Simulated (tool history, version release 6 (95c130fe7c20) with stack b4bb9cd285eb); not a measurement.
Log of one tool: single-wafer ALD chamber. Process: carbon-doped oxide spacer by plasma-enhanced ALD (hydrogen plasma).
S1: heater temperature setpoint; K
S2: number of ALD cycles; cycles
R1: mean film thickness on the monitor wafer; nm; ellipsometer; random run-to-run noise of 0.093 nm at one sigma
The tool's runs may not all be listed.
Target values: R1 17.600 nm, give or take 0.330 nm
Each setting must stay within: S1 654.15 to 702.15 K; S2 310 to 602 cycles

run 1 hour=0.0 | S1=678.15 S2=456 | R1=23.247
run 2 hour=5.4 | S1=678.15 S2=521 | R1=26.858
run 3 hour=13.0 | S1=672.15 S2=521 | R1=27.273
run 4 hour=18.8 | S1=674.15 S2=498 | R1=25.757
run 5 hour=28.2 | S1=674.15 S2=453 | R1=23.600
run 6 hour=36.0 | S1=674.15 S2=486 | R1=25.339
run 7 hour=39.8 | S1=677.15 S2=468 | R1=24.232
run 8 hour=42.4 | S1=689.15 S2=395 | R1=19.295

Which single option among these 5 for the next run brings every result within its allowed miss of target? Just one does.
run A hour=45.0 | S1=695.15 S2=364 | R1=?
run B hour=45.0 | S1=690.15 S2=339 | R1=?
run C hour=45.0 | S1=700.15 S2=350 | R1=?
run D hour=45.0 | S1=686.15 S2=375 | R1=?
run E hour=45.0 | S1=685.15 S2=335 | R1=?

move=A R1=17.709
move=B R1=16.780
move=C R1=16.732
move=D R1=18.816
move=E R1=16.866
A: in spec on every target
B: takes the result that was furthest off past its target
C: takes the result that was furthest off past its target
D: an improvement on the last run, though not all results are within tolerance
E: takes the result that was furthest off past its target
The right move is A.
